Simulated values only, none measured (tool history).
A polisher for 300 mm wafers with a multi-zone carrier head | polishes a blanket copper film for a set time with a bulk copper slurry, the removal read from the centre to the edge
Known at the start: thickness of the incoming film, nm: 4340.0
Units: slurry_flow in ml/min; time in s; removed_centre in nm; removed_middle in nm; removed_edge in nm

| run | hour | slurry_flow | centre_zone | middle_zone | edge_zone | slurry_solids | time | removed_centre | removed_middle | removed_edge |
|---|---|---|---|---|---|---|---|---|---|---|
| 1 | 0.0 | 240 | 1.00 | 1.00 | 1.00 | 1.00 | 52 | 534.45 | 528.15 | 528.80 |
| 2 | 2.8 | 235 | 1.02 | 0.97 | 0.98 | 0.95 | 52 | 547.27 | 513.86 | 519.31 |
| 3 | 7.5 | 235 | 1.09 | 0.97 | 0.98 | 0.95 | 52 | 560.29 | 521.91 | 525.33 |
| 4 | 16.2 | 235 | 1.06 | 0.97 | 0.98 | 0.95 | 52 | 558.03 | 512.42 | 513.44 |
| 5 | 24.5 | 235 | 1.13 | 0.97 | 0.98 | 0.95 | 52 | 567.60 | 515.01 | 517.41 |
| 6 | 32.4 | 230 | 1.13 | 0.94 | 0.97 | 0.90 | 52 | 573.85 | 498.56 | 503.83 |
| 7 | 33.9 | 205 | 1.08 | 0.84 | 0.97 | 0.75 | 51 | 501.78 | 417.30 | 474.92 |

The next listed run, before its measurement:
| 8 | 34.8 | 210 | 1.10 | 0.85 | 0.96 | 0.75 | 51 | ? | ? | ? |

Run 8 gave removed_centre 517.79 nm, removed_middle 413.59 nm, removed_edge 475.27 nm.

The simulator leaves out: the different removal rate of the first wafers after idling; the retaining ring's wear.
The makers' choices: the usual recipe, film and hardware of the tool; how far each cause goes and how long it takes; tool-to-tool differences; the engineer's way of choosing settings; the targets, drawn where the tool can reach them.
